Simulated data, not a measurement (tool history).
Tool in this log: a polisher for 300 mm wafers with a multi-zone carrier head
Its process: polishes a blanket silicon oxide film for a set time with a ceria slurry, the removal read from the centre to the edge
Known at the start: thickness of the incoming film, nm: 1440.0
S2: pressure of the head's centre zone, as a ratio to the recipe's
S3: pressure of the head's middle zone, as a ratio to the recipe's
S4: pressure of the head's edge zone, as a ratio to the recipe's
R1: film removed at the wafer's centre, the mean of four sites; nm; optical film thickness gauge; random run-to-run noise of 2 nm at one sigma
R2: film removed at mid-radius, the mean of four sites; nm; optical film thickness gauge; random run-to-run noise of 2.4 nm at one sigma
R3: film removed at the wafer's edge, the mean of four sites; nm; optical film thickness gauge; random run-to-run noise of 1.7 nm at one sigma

Run 1, hour 0.0: flow of slurry (ml/min) 270, S2 1.00, S3 1.00, S4 1.00, polishing time (s) 71. Result: R1 368.26 nm, R2 351.58 nm, R3 358.36 nm.
Run 2, hour 4.0: flow of slurry (ml/min) 260, S2 0.96, S3 0.99, S4 0.96, polishing time (s) 65. Result: R1 315.41 nm, R2 314.77 nm, R3 316.47 nm.
Run 3, hour 5.6: flow of slurry (ml/min) 255, S2 0.94, S3 0.97, S4 0.92, polishing time (s) 62. Result: R1 294.94 nm, R2 293.55 nm, R3 299.06 nm.
Run 4, hour 10.6: flow of slurry (ml/min) 255, S2 0.94, S3 0.97, S4 0.95, polishing time (s) 62. Result: R1 291.95 nm, R2 298.06 nm, R3 306.38 nm.
Run 5, hour 14.3: flow of slurry (ml/min) 250, S2 0.93, S3 0.97, S4 0.91, polishing time (s) 59. Result: R1 278.76 nm, R2 284.45 nm, R3 287.80 nm.
Run 6, hour 21.6: flow of slurry (ml/min) 250, S2 0.92, S3 0.97, S4 0.89, polishing time (s) 56. Result: R1 259.72 nm, R2 267.11 nm, R3 265.52 nm.

Predict the results of run 7:
Run 7, hour 25.5: flow of slurry (ml/min) 245, S2 0.91, S3 0.96, S4 0.87, polishing time (s) 55. Result: R1 ?, R2 ?, R3 ?.

Run 7 measured R1 250.57 nm, R2 262.36 nm, R3 261.57 nm.

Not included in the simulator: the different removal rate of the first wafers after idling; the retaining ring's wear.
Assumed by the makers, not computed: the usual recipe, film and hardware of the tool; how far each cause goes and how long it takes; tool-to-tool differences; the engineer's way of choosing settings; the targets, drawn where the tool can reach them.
